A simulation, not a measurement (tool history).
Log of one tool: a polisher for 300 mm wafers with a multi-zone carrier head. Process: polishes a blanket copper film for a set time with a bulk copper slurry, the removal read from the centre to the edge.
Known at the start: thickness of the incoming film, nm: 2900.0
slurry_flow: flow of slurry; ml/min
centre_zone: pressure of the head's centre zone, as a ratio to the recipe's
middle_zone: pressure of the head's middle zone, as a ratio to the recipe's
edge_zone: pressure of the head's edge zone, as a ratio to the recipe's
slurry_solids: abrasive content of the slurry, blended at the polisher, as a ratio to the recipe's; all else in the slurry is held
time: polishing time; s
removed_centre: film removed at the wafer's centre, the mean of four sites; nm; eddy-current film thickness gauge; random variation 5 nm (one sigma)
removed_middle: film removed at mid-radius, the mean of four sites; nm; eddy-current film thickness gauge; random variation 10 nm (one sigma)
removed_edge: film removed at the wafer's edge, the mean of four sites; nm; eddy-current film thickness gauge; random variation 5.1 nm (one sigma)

run,hour,slurry_flow,centre_zone,middle_zone,edge_zone,slurry_solids,time,removed_centre,removed_middle,removed_edge
1,0,140,1,1,1,1,42,732.6,699.76,729.24
2,4.7,140,1,1,1,1,46,801.49,783.3,801.37
3,7.1,135,0.98,1.01,0.98,0.95,46,768.77,802.93,770.11
4,8.1,135,0.98,1.01,1.04,0.95,46,769.21,788.84,800.91
5,15.7,135,1.06,1.01,1.04,0.95,46,839.8,795.11,805.08
6,21.4,130,1.04,1.01,1.03,0.9,46,787.36,776.09,790.99
7,26.7,125,1.02,1.01,1.01,0.9,46,786.06,763.52,787.87
8,34.7,125,1,1.02,1,0.85,46,779.72,774.73,758.83
9,42.9,85,0.9,1.07,1.1,0.65,42,567.41,672.31,680.39
10,43.9,85,0.9,1.08,1.09,0.65,42,573.06,685.21,679.72

Forecast run 11:
11,50.3,85,0.9,1.08,1.08,0.65,42,?,?,?

removed_centre: 566.78 nm
removed_middle: 676.96 nm
removed_edge: 675.95 nm
